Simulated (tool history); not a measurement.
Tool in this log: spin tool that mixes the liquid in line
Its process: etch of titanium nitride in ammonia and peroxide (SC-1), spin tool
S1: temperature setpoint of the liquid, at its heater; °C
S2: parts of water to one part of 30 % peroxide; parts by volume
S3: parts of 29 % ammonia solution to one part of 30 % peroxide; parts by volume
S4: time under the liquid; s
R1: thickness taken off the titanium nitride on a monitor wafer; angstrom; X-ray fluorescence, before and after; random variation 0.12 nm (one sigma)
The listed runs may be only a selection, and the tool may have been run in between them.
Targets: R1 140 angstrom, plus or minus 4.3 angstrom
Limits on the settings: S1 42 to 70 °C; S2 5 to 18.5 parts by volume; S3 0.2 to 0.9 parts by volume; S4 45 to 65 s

run,hour,S1,S2,S3,S4,R1
1,0,58,10.5,0.5,65,79.122
2,7.5,60.5,10.5,0.5,65,93.711
3,11.1,60.5,9.5,0.5,65,98.277
4,18.9,55,9.5,0.5,65,69.227
5,24.3,55,7.5,0.5,65,78.04
6,29.5,58,7.5,0.5,65,93.612
7,30.1,65.5,7.5,0.5,65,155.78
8,37.2,65,7.5,0.5,65,149.36
9,38.1,64.5,7.5,0.5,65,144.78

Exactly one of the 4 candidate moves below puts every result within its allowed miss. Which one?
A,39,65,7.5,0.55,65,?
B,39,61,5.5,0.65,65,?
C,39,67.5,7,0.45,55,?
D,39,69,8,0.4,55,?

move,R1
A,153.57
B,141.37
C,152.33
D,153.27
A: moves away from the targets compared with the last run
B: all results in spec
C: moves away from the targets compared with the last run
D: moves away from the targets compared with the last run
The right move is B.
